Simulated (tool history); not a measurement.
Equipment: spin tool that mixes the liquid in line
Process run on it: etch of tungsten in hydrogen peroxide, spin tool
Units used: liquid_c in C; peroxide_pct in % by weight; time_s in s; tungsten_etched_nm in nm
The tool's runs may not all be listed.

| run | hour | liquid_c | peroxide_pct | time_s | tungsten_etched_nm |
|---|---|---|---|---|---|
| 1 | 0 | 50 | 21 | 15 | 42.487 |
| 2 | 0.9 | 56.5 | 21 | 15 | 63.141 |
| 3 | 9.8 | 53.5 | 21 | 15 | 53.05 |
| 4 | 12.8 | 53.5 | 18.5 | 15 | 49.854 |
| 5 | 16.3 | 53.5 | 18.5 | 15 | 49.633 |
| 6 | 21.9 | 51.5 | 18.5 | 15 | 44.072 |
| 7 | 28.9 | 51.5 | 18.5 | 15 | 44.087 |
| 8 | 35.1 | 50 | 18.5 | 15 | 40.09 |
| 9 | 41.3 | 48.5 | 18.5 | 15 | 36.8 |
| 10 | 46.9 | 48.5 | 18.5 | 15 | 36.733 |
| 11 | 50.2 | 47.5 | 18.5 | 15 | 34.352 |
| 12 | 52.5 | 47.5 | 18.5 | 15 | 34.47 |
| 13 | 58.7 | 46.5 | 18.5 | 15 | 32.428 |
| 14 | 67.7 | 46 | 18.5 | 15 | 31.324 |
| 15 | 69.5 | 45.5 | 18.5 | 15 | 30.555 |
| 16 | 72.5 | 45 | 18.5 | 15 | 29.561 |

For run 17, what comes out?
| 17 | 78.8 | 42.5 | 18.5 | 15 | ? |

{"run 17": {"tungsten_etched_nm": 25.256}}

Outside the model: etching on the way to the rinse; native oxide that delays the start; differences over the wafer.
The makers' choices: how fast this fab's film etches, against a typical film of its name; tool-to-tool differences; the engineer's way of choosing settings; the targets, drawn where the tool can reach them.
